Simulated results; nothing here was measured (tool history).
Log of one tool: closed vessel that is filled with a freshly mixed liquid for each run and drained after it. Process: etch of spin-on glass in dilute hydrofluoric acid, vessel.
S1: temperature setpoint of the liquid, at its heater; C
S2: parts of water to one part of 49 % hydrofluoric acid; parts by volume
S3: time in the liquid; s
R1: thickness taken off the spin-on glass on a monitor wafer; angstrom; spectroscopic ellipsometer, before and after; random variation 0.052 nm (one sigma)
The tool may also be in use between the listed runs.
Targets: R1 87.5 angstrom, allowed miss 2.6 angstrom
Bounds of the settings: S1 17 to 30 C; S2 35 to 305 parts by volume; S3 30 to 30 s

| run | hour | S1 | S2 | S3 | R1 |
|---|---|---|---|---|---|
| 1 | 0 | 22 | 170 | 30 | 56.81 |
| 2 | 1.5 | 22 | 170 | 30 | 58.082 |
| 3 | 9.1 | 22 | 170 | 30 | 57.282 |
| 4 | 17.1 | 18.5 | 170 | 30 | 50.183 |
| 5 | 23 | 20.5 | 165 | 30 | 56.049 |
| 6 | 31.9 | 17 | 165 | 30 | 48.697 |
| 7 | 37.4 | 19.5 | 160 | 30 | 55.9 |
| 8 | 46.5 | 21.5 | 160 | 30 | 60.572 |
| 9 | 48.5 | 23 | 160 | 30 | 64.08 |
| 10 | 56.2 | 24.5 | 160 | 30 | 67.303 |
| 11 | 58.5 | 25.5 | 160 | 30 | 69.927 |

Which of these 5 next moves meets every target?
| A | 60.8 | 26 | 145 | 30 | ? |
| B | 60.8 | 24.5 | 120 | 30 | ? |
| C | 60.8 | 24.5 | 135 | 30 | ? |
| D | 60.8 | 27.5 | 150 | 30 | ? |
| E | 60.8 | 27 | 140 | 30 | ? |

| move | R1 |
|---|---|
| A | 80.328 |
| B | 94.457 |
| C | 82.473 |
| D | 81.611 |
| E | 86.904 |
A: nearer than the last run, and not there yet
B: takes the result that was furthest off past its target
C: nearer than the last run, and not there yet
D: nearer than the last run, and not there yet
E: meets every target
Answer: E
